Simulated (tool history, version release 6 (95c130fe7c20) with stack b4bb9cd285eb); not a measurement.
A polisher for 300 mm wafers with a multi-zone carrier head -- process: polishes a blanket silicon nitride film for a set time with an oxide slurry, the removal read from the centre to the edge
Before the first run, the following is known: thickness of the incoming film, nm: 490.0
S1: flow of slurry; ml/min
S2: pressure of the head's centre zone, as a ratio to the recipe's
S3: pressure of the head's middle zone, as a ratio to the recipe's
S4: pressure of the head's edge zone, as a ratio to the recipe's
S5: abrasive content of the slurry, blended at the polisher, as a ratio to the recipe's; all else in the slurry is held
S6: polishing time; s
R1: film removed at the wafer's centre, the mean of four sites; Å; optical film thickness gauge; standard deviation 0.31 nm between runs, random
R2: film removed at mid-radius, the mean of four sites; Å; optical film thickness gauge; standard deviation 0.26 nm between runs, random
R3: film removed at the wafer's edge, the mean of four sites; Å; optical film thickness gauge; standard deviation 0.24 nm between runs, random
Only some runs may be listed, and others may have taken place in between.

| run | hour | S1 | S2 | S3 | S4 | S5 | S6 | R1 | R2 | R3 |
|---|---|---|---|---|---|---|---|---|---|---|
| 1 | 0 | 155 | 1 | 1 | 1 | 1 | 36 | 170.72 | 198.14 | 193.26 |
| 2 | 4.7 | 165 | 1.02 | 1 | 1.03 | 1.1 | 37 | 190.26 | 208.63 | 211.2 |
| 3 | 13.4 | 165 | 1.02 | 0.93 | 1.03 | 1.1 | 37 | 186.68 | 200.76 | 208.36 |
| 4 | 20.7 | 175 | 1.03 | 0.97 | 1.05 | 1.2 | 38 | 205.28 | 228.33 | 229.6 |
|  | 25.6 | centre zone pressure recalibrated |
| 5 | 25.6 | 175 | 1.05 | 0.97 | 1.07 | 1.25 | 39 | 245.97 | 235.58 | 239.66 |
| 6 | 32.7 | 175 | 1.05 | 0.97 | 1.07 | 1.25 | 48 | 298.11 | 287.57 | 295.48 |
| 7 | 35.2 | 175 | 1.04 | 0.97 | 1.07 | 1.25 | 48 | 295.32 | 291.9 | 294.92 |

What will run 8 give?
| 8 | 39.7 | 170 | 1.03 | 0.97 | 1.08 | 1.25 | 48 | ? | ? | ? |

R1: 297.98 Å
R2: 281.18 Å
R3: 290.77 Å

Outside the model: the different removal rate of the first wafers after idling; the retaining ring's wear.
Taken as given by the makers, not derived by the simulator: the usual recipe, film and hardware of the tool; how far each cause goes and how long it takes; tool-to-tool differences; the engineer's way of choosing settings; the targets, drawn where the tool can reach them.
